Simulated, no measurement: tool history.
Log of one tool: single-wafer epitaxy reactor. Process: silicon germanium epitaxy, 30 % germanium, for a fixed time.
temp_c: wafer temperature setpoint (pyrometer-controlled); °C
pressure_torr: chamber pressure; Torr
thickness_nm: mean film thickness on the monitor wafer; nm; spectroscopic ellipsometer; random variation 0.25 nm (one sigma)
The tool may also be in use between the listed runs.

{"run": 1, "hour": 0.0, "temp_c": 610, "pressure_torr": 17.4, "thickness_nm": 69.364}
{"run": 2, "hour": 3.7, "temp_c": 620, "pressure_torr": 17.4, "thickness_nm": 82.877}
{"run": 3, "hour": 9.2, "temp_c": 614, "pressure_torr": 17.4, "thickness_nm": 73.888}
{"run": 4, "hour": 14.7, "temp_c": 605, "pressure_torr": 17.4, "thickness_nm": 63.236}
{"run": 5, "hour": 21.7, "temp_c": 611, "pressure_torr": 17.4, "thickness_nm": 69.9}
{"hour": 30.5, "done": "capacitance manometer re-zeroed and calibrated"}
{"run": 6, "hour": 30.5, "temp_c": 611, "pressure_torr": 20.4, "thickness_nm": 77.303}

Run 7 comes next. What will it give?
{"run": 7, "hour": 36.0, "temp_c": 599, "pressure_torr": 20.2, "thickness_nm": "?"}

Run 7 gave thickness_nm 61.829 nm.
